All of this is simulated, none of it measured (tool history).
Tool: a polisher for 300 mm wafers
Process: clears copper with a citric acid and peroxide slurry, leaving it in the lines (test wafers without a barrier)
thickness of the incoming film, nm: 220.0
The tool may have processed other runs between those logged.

run,day,flow of slurry (ml/min),pressure of the wafer on the pad (psi),speed of the pad under the wafer (m/s),abrasive content of the slurry,overpolish time after the end point (s),time until the end point was called (s),dishing of a wide line in a test structure (angstrom)
1,0,250,2.3,0.98,1,10,174.22,93.838
2,0.075,250,2.7,0.98,1,10,149.77,106.73
3,0.283,250,2.7,0.76,1,10,187.37,85.509
4,0.454,250,2.9,0.76,1,9,174.02,81.639
# day 0.512: head pressure recalibrated
5,0.512,270,2.9,0.76,1,9,155.87,92.362
6,0.783,275,2.9,0.76,1,8,155.58,84.793
7,0.967,275,3.1,0.76,1,4,145.42,45.534

Run 8 comes next. What will it give?
8,1.062,285,3.1,0.76,1,5,?,?

Logged for run 8: time until the end point was called (s) 143.41, dishing of a wide line in a test structure (angstrom) 56.02.

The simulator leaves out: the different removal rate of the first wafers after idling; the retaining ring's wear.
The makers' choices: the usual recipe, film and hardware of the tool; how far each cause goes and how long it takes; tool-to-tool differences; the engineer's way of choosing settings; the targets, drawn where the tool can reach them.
